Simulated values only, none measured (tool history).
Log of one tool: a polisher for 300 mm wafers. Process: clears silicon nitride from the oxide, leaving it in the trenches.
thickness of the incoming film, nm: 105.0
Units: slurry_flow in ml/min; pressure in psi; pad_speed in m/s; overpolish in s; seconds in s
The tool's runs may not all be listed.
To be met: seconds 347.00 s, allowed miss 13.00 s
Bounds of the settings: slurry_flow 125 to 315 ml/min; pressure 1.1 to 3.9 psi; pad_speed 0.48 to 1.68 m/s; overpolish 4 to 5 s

run 1 hour=0.0 | slurry_flow=205 pressure=2.5 pad_speed=1.08 overpolish=5 | seconds=113.86
run 2 hour=7.2 | slurry_flow=205 pressure=2.5 pad_speed=0.92 overpolish=5 | seconds=131.82
run 3 hour=9.7 | slurry_flow=160 pressure=2.5 pad_speed=0.92 overpolish=5 | seconds=137.12
run 4 hour=17.5 | slurry_flow=155 pressure=2.2 pad_speed=0.84 overpolish=5 | seconds=166.13
run 5 hour=23.2 | slurry_flow=150 pressure=2.0 pad_speed=0.78 overpolish=5 | seconds=204.12
run 6 hour=31.1 | slurry_flow=125 pressure=2.0 pad_speed=0.78 overpolish=5 | seconds=209.86
run 7 hour=32.2 | slurry_flow=125 pressure=1.8 pad_speed=0.76 overpolish=5 | seconds=236.98
run 8 hour=37.3 | slurry_flow=125 pressure=1.7 pad_speed=0.76 overpolish=5 | seconds=250.78
run 9 hour=39.5 | slurry_flow=125 pressure=1.6 pad_speed=0.76 overpolish=5 | seconds=266.50
run 10 hour=47.9 | slurry_flow=125 pressure=1.5 pad_speed=0.76 overpolish=5 | seconds=287.11
-- hour=50.6 worn pad replaced by a new one
run 11 hour=50.6 | slurry_flow=125 pressure=1.4 pad_speed=0.76 overpolish=5 | seconds=270.41
run 12 hour=56.7 | slurry_flow=125 pressure=1.3 pad_speed=0.74 overpolish=5 | seconds=289.78
run 13 hour=60.0 | slurry_flow=125 pressure=1.3 pad_speed=0.72 overpolish=5 | seconds=304.03
run 14 hour=63.8 | slurry_flow=125 pressure=1.3 pad_speed=0.70 overpolish=5 | seconds=312.09

Which of these 4 next moves meets every target?
run A hour=67.6 | slurry_flow=150 pressure=1.1 pad_speed=0.70 overpolish=5 | seconds=?
run B hour=67.6 | slurry_flow=130 pressure=1.4 pad_speed=0.66 overpolish=5 | seconds=?
run C hour=67.6 | slurry_flow=130 pressure=1.5 pad_speed=0.68 overpolish=5 | seconds=?
run D hour=67.6 | slurry_flow=130 pressure=1.5 pad_speed=0.70 overpolish=4 | seconds=?

move=A seconds=350.16
move=B seconds=303.60
move=C seconds=276.38
move=D seconds=268.84
A: meets every target
B: further off than the last run
C: further off than the last run
D: further off than the last run
The right move is A.

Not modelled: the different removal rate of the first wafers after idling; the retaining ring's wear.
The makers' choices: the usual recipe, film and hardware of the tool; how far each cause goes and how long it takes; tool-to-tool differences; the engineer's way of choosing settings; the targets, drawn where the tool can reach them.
